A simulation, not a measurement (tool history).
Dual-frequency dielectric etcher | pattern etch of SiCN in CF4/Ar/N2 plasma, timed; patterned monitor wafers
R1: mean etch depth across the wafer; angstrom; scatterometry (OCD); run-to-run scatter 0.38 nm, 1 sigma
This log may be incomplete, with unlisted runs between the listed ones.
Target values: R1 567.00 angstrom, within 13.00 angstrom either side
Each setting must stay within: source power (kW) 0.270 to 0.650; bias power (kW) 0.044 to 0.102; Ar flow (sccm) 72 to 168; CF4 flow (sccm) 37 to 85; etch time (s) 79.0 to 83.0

run 1 day=0.000 | source_power_(kW)=0.460 bias_power_(kW)=0.073 Ar_flow_(sccm)=120 CF4_flow_(sccm)=61 etch_time_(s)=79.0 | R1=658.81
run 2 day=0.138 | source_power_(kW)=0.450 bias_power_(kW)=0.073 Ar_flow_(sccm)=120 CF4_flow_(sccm)=61 etch_time_(s)=79.0 | R1=641.38
run 3 day=0.171 | source_power_(kW)=0.440 bias_power_(kW)=0.073 Ar_flow_(sccm)=120 CF4_flow_(sccm)=61 etch_time_(s)=79.0 | R1=629.54
run 4 day=0.217 | source_power_(kW)=0.440 bias_power_(kW)=0.085 Ar_flow_(sccm)=120 CF4_flow_(sccm)=61 etch_time_(s)=79.0 | R1=661.14
run 5 day=0.279 | source_power_(kW)=0.430 bias_power_(kW)=0.085 Ar_flow_(sccm)=120 CF4_flow_(sccm)=61 etch_time_(s)=79.0 | R1=649.85
run 6 day=0.354 | source_power_(kW)=0.430 bias_power_(kW)=0.085 Ar_flow_(sccm)=105 CF4_flow_(sccm)=61 etch_time_(s)=79.0 | R1=659.52
run 7 day=0.525 | source_power_(kW)=0.420 bias_power_(kW)=0.085 Ar_flow_(sccm)=105 CF4_flow_(sccm)=61 etch_time_(s)=79.0 | R1=662.66
run 8 day=0.862 | source_power_(kW)=0.320 bias_power_(kW)=0.083 Ar_flow_(sccm)=106 CF4_flow_(sccm)=61 etch_time_(s)=79.0 | R1=515.60
run 9 day=1.096 | source_power_(kW)=0.330 bias_power_(kW)=0.083 Ar_flow_(sccm)=106 CF4_flow_(sccm)=61 etch_time_(s)=79.0 | R1=532.24

Next run, 4 choices. One meets every target within its allowed miss, the rest don't. Which?
run A day=1.329 | source_power_(kW)=0.340 bias_power_(kW)=0.087 Ar_flow_(sccm)=96 CF4_flow_(sccm)=60 etch_time_(s)=83.0 | R1=?
run B day=1.329 | source_power_(kW)=0.350 bias_power_(kW)=0.086 Ar_flow_(sccm)=105 CF4_flow_(sccm)=56 etch_time_(s)=83.0 | R1=?
run C day=1.329 | source_power_(kW)=0.330 bias_power_(kW)=0.073 Ar_flow_(sccm)=136 CF4_flow_(sccm)=64 etch_time_(s)=79.0 | R1=?
run D day=1.329 | source_power_(kW)=0.310 bias_power_(kW)=0.097 Ar_flow_(sccm)=106 CF4_flow_(sccm)=66 etch_time_(s)=82.5 | R1=?

move=A R1=591.69
move=B R1=587.07
move=C R1=492.28
move=D R1=564.47
A: takes the biggest miss from the last run beyond its target
B: takes the biggest miss from the last run beyond its target
C: its largest miss is bigger than the last run's
D: hits every target within its allowed miss
Move D is the one to make.

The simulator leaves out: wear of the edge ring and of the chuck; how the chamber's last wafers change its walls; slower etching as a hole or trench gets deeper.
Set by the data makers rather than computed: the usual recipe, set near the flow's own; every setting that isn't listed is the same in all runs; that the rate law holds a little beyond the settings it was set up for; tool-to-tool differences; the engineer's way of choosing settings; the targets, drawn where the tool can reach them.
